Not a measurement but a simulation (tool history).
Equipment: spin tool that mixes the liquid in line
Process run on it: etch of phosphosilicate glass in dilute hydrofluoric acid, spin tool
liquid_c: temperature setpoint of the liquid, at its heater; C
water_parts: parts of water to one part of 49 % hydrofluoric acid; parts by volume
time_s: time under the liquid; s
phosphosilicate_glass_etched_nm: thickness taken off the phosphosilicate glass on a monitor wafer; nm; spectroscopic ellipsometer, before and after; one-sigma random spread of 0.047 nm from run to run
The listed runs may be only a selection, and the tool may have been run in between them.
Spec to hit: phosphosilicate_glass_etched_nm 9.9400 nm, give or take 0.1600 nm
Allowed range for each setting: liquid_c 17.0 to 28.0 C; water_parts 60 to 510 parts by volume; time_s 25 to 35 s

| run | hour | liquid_c | water_parts | time_s | phosphosilicate_glass_etched_nm |
|---|---|---|---|---|---|
| 1 | 0.0 | 20.0 | 285 | 35 | 5.0885 |
| 2 | 8.3 | 18.0 | 285 | 35 | 4.7666 |
| 3 | 15.6 | 21.0 | 255 | 35 | 6.1320 |
| 4 | 19.3 | 23.0 | 240 | 35 | 7.0832 |
| 5 | 21.0 | 24.5 | 230 | 35 | 7.8485 |
| 6 | 26.7 | 24.5 | 230 | 35 | 7.9305 |
| 7 | 32.9 | 24.5 | 230 | 35 | 7.9216 |
| 8 | 41.9 | 25.5 | 225 | 35 | 8.4471 |
| 9 | 44.1 | 25.5 | 225 | 35 | 8.4232 |
| 10 | 45.1 | 26.5 | 220 | 35 | 8.9156 |
| 11 | 51.1 | 27.0 | 215 | 35 | 9.3003 |
| 12 | 53.5 | 27.5 | 215 | 35 | 9.5181 |

Which single option among these 4 for the next run brings every result within its allowed miss of target? Just one does.
| A | 55.9 | 28.0 | 215 | 35 | ? |
| B | 55.9 | 24.0 | 195 | 35 | ? |
| C | 55.9 | 28.0 | 210 | 35 | ? |
| D | 55.9 | 28.0 | 220 | 35 | ? |

| move | phosphosilicate_glass_etched_nm |
|---|---|
| A | 9.7502 |
| B | 9.5181 |
| C | 10.0400 |
| D | 9.4739 |
A: closes in on the targets versus the last run, not all within tolerance yet
B: no nearer and no further than the last run
C: each result inside its tolerance
D: the biggest miss grows against the last run
C meets every target.
